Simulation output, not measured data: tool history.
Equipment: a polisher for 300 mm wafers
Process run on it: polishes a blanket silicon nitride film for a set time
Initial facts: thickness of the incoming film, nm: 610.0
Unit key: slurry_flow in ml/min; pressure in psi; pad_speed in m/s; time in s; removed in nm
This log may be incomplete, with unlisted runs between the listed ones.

| run | hour | slurry_flow | pressure | pad_speed | time | removed |
|---|---|---|---|---|---|---|
| 1 | 0 | 300 | 3.7 | 0.98 | 87 | 157.05 |
| 2 | 4.5 | 300 | 3.1 | 0.96 | 87 | 133 |
| 3 | 12.2 | 300 | 3.5 | 0.96 | 87 | 150.52 |
| 4 | 16.7 | 300 | 2.9 | 0.94 | 87 | 120.62 |
| 5 | 23.5 | 300 | 2.6 | 0.94 | 87 | 112.22 |
| 6 | 26.5 | 340 | 2.6 | 0.94 | 87 | 112.14 |

What will run 7 give?
| 7 | 35.1 | 340 | 2.4 | 0.94 | 87 | ? |

removed: 102.37 nm
